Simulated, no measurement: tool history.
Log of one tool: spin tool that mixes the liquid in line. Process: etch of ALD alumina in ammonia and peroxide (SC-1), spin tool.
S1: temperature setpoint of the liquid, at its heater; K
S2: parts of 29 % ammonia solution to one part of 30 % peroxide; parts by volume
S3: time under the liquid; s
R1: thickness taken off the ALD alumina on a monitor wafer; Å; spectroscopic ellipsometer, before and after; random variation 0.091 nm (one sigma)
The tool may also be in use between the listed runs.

{"run": 1, "hour": 0.0, "S1": 328.15, "S2": 0.55, "S3": 100, "R1": 55.711}
{"run": 2, "hour": 8.1, "S1": 328.15, "S2": 0.55, "S3": 100, "R1": 56.328}
{"run": 3, "hour": 13.0, "S1": 322.15, "S2": 0.55, "S3": 100, "R1": 40.601}
{"run": 4, "hour": 19.3, "S1": 327.65, "S2": 0.55, "S3": 100, "R1": 54.134}
{"run": 5, "hour": 24.8, "S1": 327.65, "S2": 0.55, "S3": 75, "R1": 40.872}
{"run": 6, "hour": 32.5, "S1": 321.65, "S2": 0.55, "S3": 75, "R1": 29.611}
{"run": 7, "hour": 33.0, "S1": 321.65, "S2": 0.55, "S3": 75, "R1": 30.183}
{"run": 8, "hour": 36.0, "S1": 328.15, "S2": 0.55, "S3": 75, "R1": 42.571}
{"run": 9, "hour": 39.6, "S1": 333.15, "S2": 0.6, "S3": 75, "R1": 56.23}
{"run": 10, "hour": 43.9, "S1": 336.15, "S2": 0.6, "S3": 80, "R1": 68.083}
{"run": 11, "hour": 48.0, "S1": 338.15, "S2": 0.6, "S3": 80, "R1": 76.216}
{"run": 12, "hour": 52.5, "S1": 339.65, "S2": 0.6, "S3": 80, "R1": 80.624}

The next listed run, before its measurement:
{"run": 13, "hour": 56.2, "S1": 340.65, "S2": 0.6, "S3": 85, "R1": "?"}

R1: 90.98 Å

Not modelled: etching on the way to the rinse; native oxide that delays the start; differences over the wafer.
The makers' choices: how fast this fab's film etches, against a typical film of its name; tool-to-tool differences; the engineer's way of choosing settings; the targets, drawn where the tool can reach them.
